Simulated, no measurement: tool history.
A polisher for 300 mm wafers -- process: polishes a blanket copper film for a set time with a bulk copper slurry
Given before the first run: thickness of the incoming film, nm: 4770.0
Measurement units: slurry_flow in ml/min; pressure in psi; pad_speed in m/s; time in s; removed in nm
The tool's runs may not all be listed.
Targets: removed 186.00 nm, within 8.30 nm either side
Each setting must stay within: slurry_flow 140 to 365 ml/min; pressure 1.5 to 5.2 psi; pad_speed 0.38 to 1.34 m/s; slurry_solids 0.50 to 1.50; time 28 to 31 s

{"run": 1, "hour": 0.0, "slurry_flow": 235, "pressure": 3.3, "pad_speed": 0.86, "slurry_solids": 1.0, "time": 31, "removed": 289.57}
{"run": 2, "hour": 5.4, "slurry_flow": 260, "pressure": 3.3, "pad_speed": 0.86, "slurry_solids": 1.0, "time": 31, "removed": 287.31}
{"run": 3, "hour": 10.7, "slurry_flow": 260, "pressure": 3.3, "pad_speed": 1.0, "slurry_solids": 1.0, "time": 31, "removed": 327.65}
{"run": 4, "hour": 12.5, "slurry_flow": 300, "pressure": 3.3, "pad_speed": 1.0, "slurry_solids": 1.0, "time": 31, "removed": 336.1}
{"run": 5, "hour": 13.1, "slurry_flow": 300, "pressure": 2.8, "pad_speed": 0.98, "slurry_solids": 1.0, "time": 31, "removed": 278.43}
{"run": 6, "hour": 14.7, "slurry_flow": 300, "pressure": 2.4, "pad_speed": 0.98, "slurry_solids": 1.0, "time": 31, "removed": 240.72}
{"run": 7, "hour": 16.6, "slurry_flow": 300, "pressure": 2.2, "pad_speed": 0.98, "slurry_solids": 1.0, "time": 31, "removed": 227.44}
{"run": 8, "hour": 19.7, "slurry_flow": 300, "pressure": 2.2, "pad_speed": 0.98, "slurry_solids": 1.0, "time": 31, "removed": 226.54}

Exercise: of the 4 proposed moves below, exactly one satisfies all targets within the stated allowed misses. Which move is it?
{"run": "A", "hour": 22.8, "slurry_flow": 335, "pressure": 2.4, "pad_speed": 1.14, "slurry_solids": 1.0, "time": 31, "removed": "?"}
{"run": "B", "hour": 22.8, "slurry_flow": 175, "pressure": 1.8, "pad_speed": 1.24, "slurry_solids": 0.9, "time": 30, "removed": "?"}
{"run": "C", "hour": 22.8, "slurry_flow": 280, "pressure": 1.7, "pad_speed": 1.16, "slurry_solids": 0.95, "time": 28, "removed": "?"}
{"run": "D", "hour": 22.8, "slurry_flow": 280, "pressure": 2.2, "pad_speed": 0.9, "slurry_solids": 1.15, "time": 31, "removed": "?"}

move=A removed=277.25
move=B removed=200.35
move=C removed=178.25
move=D removed=206.47
A: further off than the last run
B: moves toward the targets from the last run without getting all of them in spec
C: each result inside its tolerance
D: moves toward the targets from the last run without getting all of them in spec
C meets every target.
